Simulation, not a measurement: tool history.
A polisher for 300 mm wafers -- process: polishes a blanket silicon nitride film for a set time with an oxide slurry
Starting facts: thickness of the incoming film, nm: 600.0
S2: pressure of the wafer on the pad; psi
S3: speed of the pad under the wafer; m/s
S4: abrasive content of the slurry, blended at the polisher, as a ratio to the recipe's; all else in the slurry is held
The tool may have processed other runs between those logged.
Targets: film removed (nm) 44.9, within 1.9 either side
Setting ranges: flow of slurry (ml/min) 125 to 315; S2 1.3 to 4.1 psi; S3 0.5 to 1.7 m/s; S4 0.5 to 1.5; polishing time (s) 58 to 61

Run 1, hour 0: flow of slurry (ml/min) 205, S2 2.7 psi, S3 1.1 m/s, S4 1, polishing time (s) 58. Result: film removed (nm) 34.156.
Run 2, hour 1.7: flow of slurry (ml/min) 205, S2 2.7 psi, S3 1.1 m/s, S4 1, polishing time (s) 61. Result: film removed (nm) 36.201.
Run 3, hour 6.2: flow of slurry (ml/min) 205, S2 2.8 psi, S3 1.1 m/s, S4 1, polishing time (s) 61. Result: film removed (nm) 37.894.
Run 4, hour 11.6: flow of slurry (ml/min) 230, S2 2.8 psi, S3 1.1 m/s, S4 1, polishing time (s) 61. Result: film removed (nm) 37.677.
Run 5, hour 19: flow of slurry (ml/min) 230, S2 2.8 psi, S3 1.1 m/s, S4 1, polishing time (s) 58. Result: film removed (nm) 36.049.
Run 6, hour 25.3: flow of slurry (ml/min) 230, S2 2.9 psi, S3 1.1 m/s, S4 1, polishing time (s) 58. Result: film removed (nm) 36.716.
Run 7, hour 33.2: flow of slurry (ml/min) 230, S2 3 psi, S3 1.1 m/s, S4 1, polishing time (s) 58. Result: film removed (nm) 37.486.
Run 8, hour 39.9: flow of slurry (ml/min) 230, S2 3.1 psi, S3 1.1 m/s, S4 1, polishing time (s) 58. Result: film removed (nm) 38.615.
Run 9, hour 44.9: flow of slurry (ml/min) 230, S2 3.2 psi, S3 1.1 m/s, S4 1, polishing time (s) 58. Result: film removed (nm) 40.251.

Which one of the following 4 next-run settings gets every result inside its allowed miss? There is exactly one.
Run A, hour 49.9: flow of slurry (ml/min) 235, S2 3.2 psi, S3 1.1 m/s, S4 1.05, polishing time (s) 61. Result: film removed (nm) ?.
Run B, hour 49.9: flow of slurry (ml/min) 220, S2 3 psi, S3 0.86 m/s, S4 1.15, polishing time (s) 61. Result: film removed (nm) ?.
Run C, hour 49.9: flow of slurry (ml/min) 230, S2 3.4 psi, S3 1.1 m/s, S4 0.95, polishing time (s) 58. Result: film removed (nm) ?.
Run D, hour 49.9: flow of slurry (ml/min) 175, S2 3.4 psi, S3 0.96 m/s, S4 1.05, polishing time (s) 58. Result: film removed (nm) ?.

move  film removed (nm)
   A             44.418
   B             38.733
   C             41.717
   D             40.638
A: every result within its allowed miss
B: lands further from the targets than the last run did
C: an improvement on the last run, though not all results are within tolerance
D: an improvement on the last run, though not all results are within tolerance
The move that meets every target is A.

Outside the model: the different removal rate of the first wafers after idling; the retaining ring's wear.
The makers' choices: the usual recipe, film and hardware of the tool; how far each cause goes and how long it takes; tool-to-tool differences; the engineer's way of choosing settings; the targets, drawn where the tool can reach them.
